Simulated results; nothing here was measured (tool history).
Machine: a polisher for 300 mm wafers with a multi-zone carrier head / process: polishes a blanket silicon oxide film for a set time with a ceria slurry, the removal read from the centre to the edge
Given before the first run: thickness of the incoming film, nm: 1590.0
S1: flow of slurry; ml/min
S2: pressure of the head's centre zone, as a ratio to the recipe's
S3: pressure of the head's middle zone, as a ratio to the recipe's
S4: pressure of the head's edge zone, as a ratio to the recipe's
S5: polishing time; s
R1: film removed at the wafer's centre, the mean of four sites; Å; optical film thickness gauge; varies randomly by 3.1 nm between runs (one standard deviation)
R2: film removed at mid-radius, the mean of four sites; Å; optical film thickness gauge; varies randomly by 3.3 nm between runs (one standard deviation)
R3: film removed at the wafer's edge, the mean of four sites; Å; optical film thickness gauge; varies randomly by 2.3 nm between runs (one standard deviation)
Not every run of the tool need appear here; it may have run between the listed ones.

| run | day | S1 | S2 | S3 | S4 | S5 | R1 | R2 | R3 |
|---|---|---|---|---|---|---|---|---|---|
| 1 | 0 | 265 | 1 | 1 | 1 | 35 | 2365.6 | 2318.2 | 2326 |
| 2 | 0.292 | 230 | 1 | 1 | 1 | 35 | 2278.2 | 2236 | 2263.4 |
| 3 | 0.312 | 230 | 1 | 1 | 1 | 32 | 2062.4 | 2031.7 | 2066.1 |
| 4 | 0.442 | 230 | 1 | 1 | 1 | 25 | 1611 | 1621.6 | 1624.2 |
| 5 | 0.646 | 245 | 1 | 1.02 | 1.02 | 27 | 1788 | 1783.6 | 1787 |
| 6 | 0.933 | 195 | 1 | 1.02 | 1.02 | 27 | 1701.2 | 1769.9 | 1730.7 |
| 7 | 1.067 | 210 | 1 | 1.04 | 1.05 | 29 | 1886.4 | 1944.4 | 1895.7 |
| 8 | 1.242 | 210 | 1 | 1.04 | 1.05 | 29 | 1820.6 | 1892.5 | 1907.5 |

Predict the results of run 9:
| 9 | 1.4 | 225 | 1 | 1.06 | 1.06 | 30 | ? | ? | ? |

{"run 9": {"R1": 1948.1, "R2": 2030.7, "R3": 1984}}
